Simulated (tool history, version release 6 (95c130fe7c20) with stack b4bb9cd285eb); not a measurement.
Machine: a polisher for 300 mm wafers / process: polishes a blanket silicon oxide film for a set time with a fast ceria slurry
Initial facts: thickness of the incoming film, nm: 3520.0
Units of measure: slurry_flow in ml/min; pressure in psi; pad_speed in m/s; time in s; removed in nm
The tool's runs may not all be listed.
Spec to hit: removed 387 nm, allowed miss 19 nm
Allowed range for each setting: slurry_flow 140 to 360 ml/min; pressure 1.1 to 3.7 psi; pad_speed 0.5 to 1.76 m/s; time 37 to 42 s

Run 1, hour 0: slurry_flow 230 ml/min, pressure 2.4 psi, pad_speed 1.12 m/s, time 42 s. Result: removed 590.26 nm.
Run 2, hour 5: slurry_flow 260 ml/min, pressure 2.4 psi, pad_speed 1.12 m/s, time 42 s. Result: removed 605.68 nm.
Run 3, hour 8.9: slurry_flow 260 ml/min, pressure 2.2 psi, pad_speed 1.12 m/s, time 42 s. Result: removed 557.35 nm.
Run 4, hour 11.5: slurry_flow 260 ml/min, pressure 2.1 psi, pad_speed 1.12 m/s, time 42 s. Result: removed 539.51 nm.
Run 5, hour 14.7: slurry_flow 260 ml/min, pressure 1.7 psi, pad_speed 1.12 m/s, time 42 s. Result: removed 439.06 nm.
Run 6, hour 17.5: slurry_flow 260 ml/min, pressure 2.2 psi, pad_speed 1.12 m/s, time 42 s. Result: removed 557.84 nm.
Run 7, hour 23.5: slurry_flow 255 ml/min, pressure 2.1 psi, pad_speed 1.12 m/s, time 42 s. Result: removed 528.41 nm.
Run 8, hour 32: slurry_flow 250 ml/min, pressure 2 psi, pad_speed 1.12 m/s, time 42 s. Result: removed 508.96 nm.
Run 9, hour 33.6: slurry_flow 250 ml/min, pressure 1.9 psi, pad_speed 1.12 m/s, time 42 s. Result: removed 483.41 nm.
Run 10, hour 35.3: slurry_flow 250 ml/min, pressure 1.8 psi, pad_speed 1.12 m/s, time 42 s. Result: removed 464.04 nm.
Run 11, hour 36.3: slurry_flow 250 ml/min, pressure 1.7 psi, pad_speed 1.12 m/s, time 42 s. Result: removed 429.86 nm.
Run 12, hour 41.6: slurry_flow 245 ml/min, pressure 1.7 psi, pad_speed 1.12 m/s, time 42 s. Result: removed 435.15 nm.
Run 13, hour 49.1: slurry_flow 240 ml/min, pressure 1.7 psi, pad_speed 1.12 m/s, time 42 s. Result: removed 421.4 nm.
Run 14, hour 56.3: slurry_flow 235 ml/min, pressure 1.7 psi, pad_speed 1.12 m/s, time 42 s. Result: removed 434.65 nm.

5 candidate next runs follow, results not yet known. Just one meets every target within its allowed miss. Identify it.
Run A, hour 63.5: slurry_flow 215 ml/min, pressure 1.8 psi, pad_speed 0.92 m/s, time 37 s. Result: removed ?.
Run B, hour 63.5: slurry_flow 255 ml/min, pressure 1.5 psi, pad_speed 1.16 m/s, time 41 s. Result: removed ?.
Run C, hour 63.5: slurry_flow 240 ml/min, pressure 1.4 psi, pad_speed 1.18 m/s, time 37 s. Result: removed ?.
Run D, hour 63.5: slurry_flow 275 ml/min, pressure 1.8 psi, pad_speed 1.28 m/s, time 42 s. Result: removed ?.
Run E, hour 63.5: slurry_flow 260 ml/min, pressure 1.8 psi, pad_speed 0.98 m/s, time 37 s. Result: removed ?.

move  removed
   A   326.89
   B   381.71
   C    325.6
   D   513.06
   E   352.94
A: moves the result that the last run missed by most past its target, out the other side
B: all results land within tolerance of their targets
C: moves the result that the last run missed by most past its target, out the other side
D: its largest miss is bigger than the last run's
E: moves the result that the last run missed by most past its target, out the other side
Answer: B

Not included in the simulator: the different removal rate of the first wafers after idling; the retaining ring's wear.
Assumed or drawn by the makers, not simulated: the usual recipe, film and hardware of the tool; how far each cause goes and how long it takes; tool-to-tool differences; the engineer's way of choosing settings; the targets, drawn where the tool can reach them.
